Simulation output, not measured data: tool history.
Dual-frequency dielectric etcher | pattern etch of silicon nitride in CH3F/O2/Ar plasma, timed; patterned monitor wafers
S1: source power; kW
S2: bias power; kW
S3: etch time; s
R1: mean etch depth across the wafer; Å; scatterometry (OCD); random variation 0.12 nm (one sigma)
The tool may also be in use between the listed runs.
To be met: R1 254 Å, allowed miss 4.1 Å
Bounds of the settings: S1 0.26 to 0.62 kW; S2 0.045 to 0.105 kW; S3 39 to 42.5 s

run,hour,S1,S2,S3,R1
1,0,0.44,0.075,42.5,350.4
2,3.4,0.39,0.066,41.5,310.72
3,11.3,0.39,0.066,42.5,317.68
4,12.2,0.39,0.073,42.5,334.3
5,17.3,0.31,0.073,42.5,305.58
6,25.2,0.26,0.073,42.5,287.61
7,26.4,0.26,0.067,42.5,277.51
8,27,0.26,0.063,42.5,269.9
9,30.8,0.26,0.06,42.5,263.38
10,36,0.26,0.058,42.5,258.81

5 next moves are on the table. One of them brings every result within its allowed miss. Which?
A,41.2,0.27,0.058,42.5,?
B,41.2,0.32,0.053,42.5,?
C,41.2,0.27,0.066,40.5,?
D,41.2,0.26,0.066,39.5,?
E,41.2,0.27,0.066,40,?

move,R1
A,259.78
B,265.75
C,262.09
D,252.19
E,258.85
A: further off than the last run
B: further off than the last run
C: further off than the last run
D: meets every target
E: as far off as the last run
Move D is the one to make.

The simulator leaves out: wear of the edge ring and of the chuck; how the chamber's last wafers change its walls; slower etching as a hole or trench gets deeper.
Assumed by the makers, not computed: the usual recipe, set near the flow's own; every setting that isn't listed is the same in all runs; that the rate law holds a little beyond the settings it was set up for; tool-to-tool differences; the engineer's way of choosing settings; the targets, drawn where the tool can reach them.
